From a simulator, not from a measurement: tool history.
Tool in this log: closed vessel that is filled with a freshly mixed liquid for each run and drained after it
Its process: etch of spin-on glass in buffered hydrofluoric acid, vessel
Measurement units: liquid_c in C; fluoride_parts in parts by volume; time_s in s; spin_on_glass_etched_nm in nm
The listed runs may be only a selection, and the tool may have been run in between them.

| run | day | liquid_c | fluoride_parts | time_s | spin_on_glass_etched_nm |
|---|---|---|---|---|---|
| 1 | 0.000 | 22.0 | 16.0 | 95 | 277.13 |
| 2 | 0.212 | 22.0 | 16.0 | 95 | 277.37 |
| 3 | 0.475 | 20.5 | 16.0 | 95 | 255.73 |
| 4 | 0.588 | 23.0 | 16.0 | 95 | 294.68 |
| 5 | 0.629 | 23.0 | 16.0 | 105 | 324.14 |
| 6 | 0.725 | 23.0 | 16.0 | 105 | 324.04 |
| 7 | 0.846 | 24.0 | 16.0 | 105 | 343.31 |

Predict the results of run 8:
| 8 | 1.046 | 24.5 | 16.0 | 105 | ? |

Logged for run 8: spin_on_glass_etched_nm 352.72 nm.
